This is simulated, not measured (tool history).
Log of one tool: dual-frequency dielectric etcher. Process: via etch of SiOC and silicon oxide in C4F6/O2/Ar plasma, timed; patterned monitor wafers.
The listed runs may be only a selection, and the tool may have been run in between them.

run,hour,source power (W),bias power (W),etch time (s),mean etch depth across the wafer (Å)
1,0,360,121,91.5,871.64
2,5.1,360,121,91.5,871.67
3,9,340,118,91.5,852.68
4,16.5,320,113,91.5,824.18
5,17.9,310,110,91.5,810.07
6,21.5,370,110,91.5,844.28

Forecast run 7:
7,22.3,350,106,91.5,?

{"run 7": {"mean etch depth across the wafer (Å)": 822.93}}
